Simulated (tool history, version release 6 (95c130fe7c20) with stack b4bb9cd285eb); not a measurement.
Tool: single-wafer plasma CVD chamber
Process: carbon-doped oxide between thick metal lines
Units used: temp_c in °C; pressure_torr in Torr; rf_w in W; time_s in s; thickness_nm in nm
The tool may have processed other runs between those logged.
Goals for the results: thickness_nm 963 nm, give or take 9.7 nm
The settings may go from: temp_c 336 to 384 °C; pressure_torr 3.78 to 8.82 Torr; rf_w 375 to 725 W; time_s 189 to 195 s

Run 1, hour 0: temp_c 360 °C, pressure_torr 6.3 Torr, rf_w 550 W, time_s 189 s. Result: thickness_nm 1046.8 nm.
Run 2, hour 4.4: temp_c 354 °C, pressure_torr 6.3 Torr, rf_w 550 W, time_s 189 s. Result: thickness_nm 1061.1 nm.
Run 3, hour 7.9: temp_c 354 °C, pressure_torr 6.68 Torr, rf_w 550 W, time_s 189 s. Result: thickness_nm 1064.4 nm.
Run 4, hour 10.9: temp_c 359 °C, pressure_torr 6.18 Torr, rf_w 540 W, time_s 189 s. Result: thickness_nm 1035.5 nm.
Run 5, hour 19.8: temp_c 359 °C, pressure_torr 6.18 Torr, rf_w 540 W, time_s 195 s. Result: thickness_nm 1071 nm.
Run 6, hour 27.5: temp_c 364 °C, pressure_torr 5.65 Torr, rf_w 530 W, time_s 195 s. Result: thickness_nm 1043.5 nm.
Run 7, hour 30.7: temp_c 368 °C, pressure_torr 5.28 Torr, rf_w 520 W, time_s 195 s. Result: thickness_nm 1020.8 nm.
Run 8, hour 35.5: temp_c 379 °C, pressure_torr 4.02 Torr, rf_w 490 W, time_s 195 s. Result: thickness_nm 941.21 nm.

Pick the move, out of 4, that brings all results within their allowed miss; only one does.
Run A, hour 40.3: temp_c 375 °C, pressure_torr 3.8 Torr, rf_w 485 W, time_s 193 s. Result: thickness_nm ?.
Run B, hour 40.3: temp_c 376 °C, pressure_torr 3.78 Torr, rf_w 480 W, time_s 190 s. Result: thickness_nm ?.
Run C, hour 40.3: temp_c 379 °C, pressure_torr 4.59 Torr, rf_w 480 W, time_s 190 s. Result: thickness_nm ?.
Run D, hour 40.3: temp_c 381 °C, pressure_torr 3.92 Torr, rf_w 555 W, time_s 189 s. Result: thickness_nm ?.

move  thickness_nm
   A        931.47
   B        910.23
   C        924.35
   D        967.98
A: the biggest miss grows against the last run
B: the biggest miss grows against the last run
C: the biggest miss grows against the last run
D: meets every target
So the answer is move D, the one that meets all the targets.

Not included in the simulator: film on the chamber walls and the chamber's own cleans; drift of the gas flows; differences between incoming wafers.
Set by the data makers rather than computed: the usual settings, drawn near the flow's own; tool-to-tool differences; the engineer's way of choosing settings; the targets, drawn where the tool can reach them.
